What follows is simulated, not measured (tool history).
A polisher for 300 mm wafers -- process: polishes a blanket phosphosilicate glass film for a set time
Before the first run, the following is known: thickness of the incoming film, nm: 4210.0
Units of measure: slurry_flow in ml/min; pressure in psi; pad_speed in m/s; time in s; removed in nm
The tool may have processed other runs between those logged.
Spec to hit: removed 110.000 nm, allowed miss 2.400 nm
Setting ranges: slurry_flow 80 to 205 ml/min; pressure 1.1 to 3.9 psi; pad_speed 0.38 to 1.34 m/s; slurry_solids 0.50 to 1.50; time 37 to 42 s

run,hour,slurry_flow,pressure,pad_speed,slurry_solids,time,removed
1,0.0,135,2.5,0.86,1.00,42,316.190
2,7.3,130,2.3,0.80,1.00,42,276.260
3,13.8,130,2.3,0.80,1.00,37,241.570
4,21.9,125,2.1,0.78,1.00,37,212.930
5,28.2,140,2.1,0.78,1.00,37,219.470
6,31.6,140,2.1,0.78,1.00,37,219.970
# hour 39.6: head pressure recalibrated
7,39.6,135,2.0,0.76,1.00,37,190.850
8,44.0,130,1.9,0.76,1.00,37,180.790
9,44.6,125,1.8,0.76,1.00,37,169.360

Pick the move, out of 5, that brings all results within their allowed miss; only one does.
A,45.2,80,1.1,0.66,1.30,38,?
B,45.2,145,1.6,0.62,0.90,40,?
C,45.2,150,1.4,0.64,0.80,37,?
D,45.2,140,1.6,0.70,0.95,37,?
E,45.2,135,2.2,0.66,1.05,39,?

move,removed
A,92.425
B,136.500
C,109.930
D,140.910
E,197.910
A: takes the biggest miss from the last run beyond its target
B: an improvement on the last run, though not all results are within tolerance
C: hits every target within its allowed miss
D: an improvement on the last run, though not all results are within tolerance
E: the biggest miss grows against the last run
Answer: C

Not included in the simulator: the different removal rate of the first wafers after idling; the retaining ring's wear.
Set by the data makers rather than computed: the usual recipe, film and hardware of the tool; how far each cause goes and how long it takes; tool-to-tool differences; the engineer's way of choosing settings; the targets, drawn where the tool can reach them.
